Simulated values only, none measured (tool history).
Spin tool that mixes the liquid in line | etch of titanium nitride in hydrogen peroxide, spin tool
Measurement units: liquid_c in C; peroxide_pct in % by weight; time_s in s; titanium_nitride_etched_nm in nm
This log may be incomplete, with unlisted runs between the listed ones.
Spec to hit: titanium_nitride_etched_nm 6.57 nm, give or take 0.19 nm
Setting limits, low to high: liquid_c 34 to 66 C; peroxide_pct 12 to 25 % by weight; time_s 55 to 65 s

run,hour,liquid_c,peroxide_pct,time_s,titanium_nitride_etched_nm
1,0,50,17,65,3.0047
2,2.3,50,15,65,2.9061
3,7.8,51,15,65,3.1282
4,9.1,51,12,65,2.985
5,13.6,56,12,65,4.2374
6,17.9,56.5,12,65,4.391
7,18.9,57,12,65,4.5615
8,24.1,57.5,12,65,4.6701
9,26.2,58,12,65,4.8722
10,32.8,63,12,65,6.784

Pick the move, out of 4, that brings all results within their allowed miss; only one does.
A,39.4,63.5,12,65,?
B,39.4,64.5,12,60,?
C,39.4,65,12,55,?
D,39.4,64.5,16.5,60,?

move,titanium_nitride_etched_nm
A,7.0507
B,6.9549
C,6.5894
D,7.4356
A: moves away from the targets compared with the last run
B: moves away from the targets compared with the last run
C: all results in spec
D: moves away from the targets compared with the last run
C meets every target.
